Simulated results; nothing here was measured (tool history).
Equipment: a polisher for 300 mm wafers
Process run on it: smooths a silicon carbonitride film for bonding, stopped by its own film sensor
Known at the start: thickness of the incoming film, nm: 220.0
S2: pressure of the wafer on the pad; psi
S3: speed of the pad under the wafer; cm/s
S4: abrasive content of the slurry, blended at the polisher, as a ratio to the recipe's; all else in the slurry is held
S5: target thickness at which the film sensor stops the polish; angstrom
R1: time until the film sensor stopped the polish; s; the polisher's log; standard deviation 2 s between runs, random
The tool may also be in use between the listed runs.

{"run": 1, "hour": 0.0, "flow of slurry (ml/min)": 280, "S2": 1.5, "S3": 108, "S4": 1.0, "S5": 2080, "R1": 78.883}
{"run": 2, "hour": 5.4, "flow of slurry (ml/min)": 280, "S2": 1.5, "S3": 122, "S4": 1.0, "S5": 2080, "R1": 71.296}
{"run": 3, "hour": 9.9, "flow of slurry (ml/min)": 280, "S2": 1.4, "S3": 120, "S4": 1.0, "S5": 2080, "R1": 76.643}
{"run": 4, "hour": 18.2, "flow of slurry (ml/min)": 280, "S2": 1.4, "S3": 98, "S4": 1.0, "S5": 2080, "R1": 89.137}
{"run": 5, "hour": 25.3, "flow of slurry (ml/min)": 280, "S2": 1.3, "S3": 98, "S4": 1.0, "S5": 2080, "R1": 95.838}
{"run": 6, "hour": 27.5, "flow of slurry (ml/min)": 280, "S2": 1.3, "S3": 98, "S4": 1.1, "S5": 2080, "R1": 91.45}
{"run": 7, "hour": 32.2, "flow of slurry (ml/min)": 280, "S2": 1.3, "S3": 98, "S4": 1.1, "S5": 2080, "R1": 92.039}
{"run": 8, "hour": 36.8, "flow of slurry (ml/min)": 280, "S2": 1.2, "S3": 98, "S4": 1.1, "S5": 2080, "R1": 99.627}

For run 9, what comes out?
{"run": 9, "hour": 42.6, "flow of slurry (ml/min)": 280, "S2": 0.9, "S3": 96, "S4": 1.1, "S5": 2080, "R1": "?"}

{"run 9": {"R1": 123.91}}
